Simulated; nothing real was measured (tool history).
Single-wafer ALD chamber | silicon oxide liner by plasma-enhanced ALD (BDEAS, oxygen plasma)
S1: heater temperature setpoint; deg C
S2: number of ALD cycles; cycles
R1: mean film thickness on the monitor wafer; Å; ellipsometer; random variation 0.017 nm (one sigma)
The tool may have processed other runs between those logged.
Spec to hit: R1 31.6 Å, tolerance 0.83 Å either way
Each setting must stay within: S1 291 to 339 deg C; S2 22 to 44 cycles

run  hour   S1  S2      R1
  1     0  315  33  26.456
  2   7.4  315  34  27.273
  3  15.2  315  35  28.253
  4  16.3  315  36  28.658
  5  23.8  322  36  28.207
  6  30.2  320  36  28.695
  7  35.4  320  36  28.575
  8  36.5  319  37  29.198

5 candidate next runs follow, results not yet known. Just one meets every target within its allowed miss. Identify it.
  A  37.6  338  33   ?
  B  37.6  317  40   ?
  C  37.6  318  34   ?
  D  37.6  323  34   ?
  E  37.6  319  34   ?

move      R1
   A  25.303
   B   31.76
   C  26.952
   D  26.731
   E  26.908
A: further off than the last run
B: every result within its allowed miss
C: further off than the last run
D: further off than the last run
E: further off than the last run
The right move is B.
